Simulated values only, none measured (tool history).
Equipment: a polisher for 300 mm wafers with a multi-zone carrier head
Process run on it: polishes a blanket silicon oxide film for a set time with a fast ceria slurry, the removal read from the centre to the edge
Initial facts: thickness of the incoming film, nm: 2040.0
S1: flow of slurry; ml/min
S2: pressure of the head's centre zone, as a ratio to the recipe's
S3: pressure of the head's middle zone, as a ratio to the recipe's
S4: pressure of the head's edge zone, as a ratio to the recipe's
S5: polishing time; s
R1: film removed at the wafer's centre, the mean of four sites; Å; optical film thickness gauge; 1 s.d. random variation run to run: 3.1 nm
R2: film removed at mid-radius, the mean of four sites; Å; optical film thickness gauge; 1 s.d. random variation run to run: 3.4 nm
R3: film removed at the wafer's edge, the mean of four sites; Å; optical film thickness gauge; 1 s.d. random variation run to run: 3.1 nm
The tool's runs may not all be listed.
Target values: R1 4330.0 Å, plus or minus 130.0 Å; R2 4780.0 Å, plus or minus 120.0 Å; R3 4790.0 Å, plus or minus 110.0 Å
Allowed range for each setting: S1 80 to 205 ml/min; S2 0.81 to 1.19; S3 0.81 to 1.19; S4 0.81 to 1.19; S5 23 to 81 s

run  hour   S1    S2    S3    S4  S5      R1      R2      R3
  1   0.0  135  1.00  1.00  1.00  52  6361.0  6206.8  6650.9
  2   7.5  130  0.97  1.00  0.96  49  5796.4  5904.4  6119.9
  3  11.6  130  0.92  1.00  0.96  49  5524.5  5823.8  6184.2
  4  15.3  130  0.92  1.05  0.96  49  5587.8  6042.7  6135.0
  5  20.1  120  0.91  1.03  0.93  47  5176.6  5668.4  5705.2
  6  26.1  110  0.90  1.01  0.91  46  4930.3  5336.8  5548.0
  7  28.2  110  0.90  1.01  0.91  46  4932.4  5407.1  5518.6
  8  35.7  105  0.90  1.00  0.89  45  4830.8  5237.3  5273.0
     41.8  -- edge zone pressure recalibrated
  9  41.8  100  0.89  0.99  0.87  45  4665.7  5154.8  4961.3
 10  48.7   95  0.88  0.98  0.87  45  4623.6  5019.1  4911.0
 11  57.0   90  0.87  0.98  0.87  45  4519.6  4960.1  4896.2

4 next moves are on the table. One of them brings every result within its allowed miss. Which?
  A  65.3   85  0.85  0.95  0.86  45   ?   ?   ?
  B  65.3  100  0.89  0.99  0.82  45   ?   ?   ?
  C  65.3   80  0.98  1.03  0.85  43   ?   ?   ?
  D  65.3   80  0.99  1.00  0.86  46   ?   ?   ?

move      R1      R2      R3
   A  4359.7  4842.8  4836.5
   B  4701.0  5131.0  4836.3
   C  4630.7  4810.1  4556.0
   D  4996.0  5048.3  4901.0
A: every result within its allowed miss
B: moves away from the targets compared with the last run
C: brings the result that was furthest off to its target, and leaves another outside
D: moves away from the targets compared with the last run
So the answer is move A, the one that meets all the targets.
